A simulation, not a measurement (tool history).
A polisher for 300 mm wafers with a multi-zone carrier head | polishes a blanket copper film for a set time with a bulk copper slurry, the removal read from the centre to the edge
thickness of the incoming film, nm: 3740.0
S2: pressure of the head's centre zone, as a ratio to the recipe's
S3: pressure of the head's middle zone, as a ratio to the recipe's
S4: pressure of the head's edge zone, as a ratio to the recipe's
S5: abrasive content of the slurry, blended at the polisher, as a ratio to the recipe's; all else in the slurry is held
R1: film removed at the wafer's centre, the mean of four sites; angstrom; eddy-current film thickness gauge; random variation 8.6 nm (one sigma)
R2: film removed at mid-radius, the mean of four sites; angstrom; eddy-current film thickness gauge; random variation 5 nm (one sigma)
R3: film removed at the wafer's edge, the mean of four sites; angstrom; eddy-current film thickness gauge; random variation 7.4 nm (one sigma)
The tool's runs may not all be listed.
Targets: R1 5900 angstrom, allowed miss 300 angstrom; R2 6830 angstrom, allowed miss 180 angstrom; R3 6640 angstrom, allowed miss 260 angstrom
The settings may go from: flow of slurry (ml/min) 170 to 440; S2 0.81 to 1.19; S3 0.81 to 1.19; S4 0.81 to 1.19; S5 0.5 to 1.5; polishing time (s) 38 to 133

run 1 hour=0 | flow_of_slurry_(ml/min)=280 S2=1 S3=1 S4=1 S5=1 polishing_time_(s)=85 | R1=7667.5 R2=7525 R3=7609.6
run 2 hour=1.6 | flow_of_slurry_(ml/min)=270 S2=0.94 S3=0.99 S4=0.96 S5=0.9 polishing_time_(s)=85 | R1=7152.2 R2=7148.1 R3=7451.5
run 3 hour=5.4 | flow_of_slurry_(ml/min)=270 S2=0.91 S3=1.02 S4=0.94 S5=0.8 polishing_time_(s)=83 | R1=6655 R2=7075.5 R3=6969.2
run 4 hour=9.1 | flow_of_slurry_(ml/min)=270 S2=0.91 S3=1.02 S4=0.94 S5=0.8 polishing_time_(s)=98 | R1=7733.7 R2=8358.2 R3=8196.6
run 5 hour=10.5 | flow_of_slurry_(ml/min)=230 S2=0.91 S3=1.02 S4=0.94 S5=0.8 polishing_time_(s)=98 | R1=7525.2 R2=8235 R3=8023.3
run 6 hour=15.2 | flow_of_slurry_(ml/min)=230 S2=0.91 S3=1.02 S4=0.88 S5=0.8 polishing_time_(s)=98 | R1=7639.6 R2=8250.7 R3=7823
run 7 hour=22.5 | flow_of_slurry_(ml/min)=215 S2=0.88 S3=1.01 S4=0.88 S5=0.7 polishing_time_(s)=96 | R1=7148.2 R2=7702.8 R3=7533.6
run 8 hour=24 | flow_of_slurry_(ml/min)=205 S2=0.86 S3=1.02 S4=0.88 S5=0.65 polishing_time_(s)=93 | R1=6644.9 R2=7400.3 R3=7149.5
run 9 hour=28.3 | flow_of_slurry_(ml/min)=200 S2=0.84 S3=1.02 S4=0.88 S5=0.6 polishing_time_(s)=92 | R1=6183.5 R2=7174.8 R3=6862.4
run 10 hour=33.7 | flow_of_slurry_(ml/min)=195 S2=0.83 S3=1.01 S4=0.87 S5=0.6 polishing_time_(s)=92 | R1=6161.6 R2=7155.3 R3=6867.8

Which of these 4 next moves meets every target?
run A hour=39.1 | flow_of_slurry_(ml/min)=240 S2=0.83 S3=0.86 S4=0.91 S5=0.65 polishing_time_(s)=91 | R1=? R2=? R3=?
run B hour=39.1 | flow_of_slurry_(ml/min)=170 S2=0.87 S3=1.18 S4=0.81 S5=0.75 polishing_time_(s)=85 | R1=? R2=? R3=?
run C hour=39.1 | flow_of_slurry_(ml/min)=180 S2=0.81 S3=0.98 S4=0.84 S5=0.55 polishing_time_(s)=92 | R1=? R2=? R3=?
run D hour=39.1 | flow_of_slurry_(ml/min)=190 S2=0.92 S3=1.11 S4=0.85 S5=0.55 polishing_time_(s)=93 | R1=? R2=? R3=?

move=A R1=6441.1 R2=6684.8 R3=7052
move=B R1=6225.8 R2=7568.6 R3=6272.5
move=C R1=6003.4 R2=6893.3 R3=6529.1
move=D R1=6802.1 R2=7569.6 R3=6650.7
A: brings the result that was furthest off to its target, and leaves another outside
B: further off than the last run
C: meets every target
D: further off than the last run
Move C is the one to make.

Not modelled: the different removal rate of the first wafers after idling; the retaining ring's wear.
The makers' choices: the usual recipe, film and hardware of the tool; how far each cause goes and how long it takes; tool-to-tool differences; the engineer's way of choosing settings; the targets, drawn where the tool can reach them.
